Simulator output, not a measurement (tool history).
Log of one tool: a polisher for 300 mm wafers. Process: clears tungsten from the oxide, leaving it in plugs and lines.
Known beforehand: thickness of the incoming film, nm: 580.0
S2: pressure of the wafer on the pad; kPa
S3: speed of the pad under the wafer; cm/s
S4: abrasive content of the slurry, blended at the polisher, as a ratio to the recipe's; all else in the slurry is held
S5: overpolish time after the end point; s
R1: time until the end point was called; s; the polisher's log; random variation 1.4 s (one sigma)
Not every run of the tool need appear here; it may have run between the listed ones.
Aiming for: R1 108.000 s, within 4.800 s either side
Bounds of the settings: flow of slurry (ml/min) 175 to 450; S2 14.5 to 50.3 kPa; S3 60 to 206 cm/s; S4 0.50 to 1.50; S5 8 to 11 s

{"run": 1, "hour": 0.0, "flow of slurry (ml/min)": 290, "S2": 32.4, "S3": 132, "S4": 1.0, "S5": 11, "R1": 82.911}
{"run": 2, "hour": 3.4, "flow of slurry (ml/min)": 290, "S2": 32.4, "S3": 132, "S4": 1.0, "S5": 11, "R1": 82.246}
{"run": 3, "hour": 10.5, "flow of slurry (ml/min)": 290, "S2": 30.3, "S3": 132, "S4": 1.0, "S5": 11, "R1": 89.772}
{"run": 4, "hour": 15.9, "flow of slurry (ml/min)": 290, "S2": 30.3, "S3": 132, "S4": 1.15, "S5": 11, "R1": 85.789}
{"run": 5, "hour": 21.6, "flow of slurry (ml/min)": 255, "S2": 30.3, "S3": 132, "S4": 1.15, "S5": 11, "R1": 89.037}
{"run": 6, "hour": 28.9, "flow of slurry (ml/min)": 255, "S2": 30.3, "S3": 132, "S4": 1.15, "S5": 11, "R1": 88.734}
{"run": 7, "hour": 35.0, "flow of slurry (ml/min)": 250, "S2": 29.0, "S3": 132, "S4": 1.15, "S5": 11, "R1": 92.595}
{"run": 8, "hour": 38.8, "flow of slurry (ml/min)": 245, "S2": 27.6, "S3": 132, "S4": 1.15, "S5": 11, "R1": 96.521}
{"run": 9, "hour": 41.3, "flow of slurry (ml/min)": 245, "S2": 26.9, "S3": 132, "S4": 1.15, "S5": 11, "R1": 101.1}
{"run": 10, "hour": 47.1, "flow of slurry (ml/min)": 240, "S2": 26.2, "S3": 132, "S4": 1.15, "S5": 11, "R1": 101.76}

Pick the move, out of 4, that brings all results within their allowed miss; only one does.
{"run": "A", "hour": 52.9, "flow of slurry (ml/min)": 245, "S2": 21.4, "S3": 158, "S4": 1.35, "S5": 11, "R1": "?"}
{"run": "B", "hour": 52.9, "flow of slurry (ml/min)": 255, "S2": 29.6, "S3": 130, "S4": 1.05, "S5": 11, "R1": "?"}
{"run": "C", "hour": 52.9, "flow of slurry (ml/min)": 295, "S2": 27.6, "S3": 112, "S4": 1.25, "S5": 8, "R1": "?"}
{"run": "D", "hour": 52.9, "flow of slurry (ml/min)": 235, "S2": 20.7, "S3": 140, "S4": 1.3, "S5": 8, "R1": "?"}

move=A R1=100.640
move=B R1=92.941
move=C R1=109.450
move=D R1=118.350
A: misses by more than the last run did
B: misses by more than the last run did
C: every result within its allowed miss
D: moves the result that the last run missed by most past its target, out the other side
Correct choice: C, which meets every target

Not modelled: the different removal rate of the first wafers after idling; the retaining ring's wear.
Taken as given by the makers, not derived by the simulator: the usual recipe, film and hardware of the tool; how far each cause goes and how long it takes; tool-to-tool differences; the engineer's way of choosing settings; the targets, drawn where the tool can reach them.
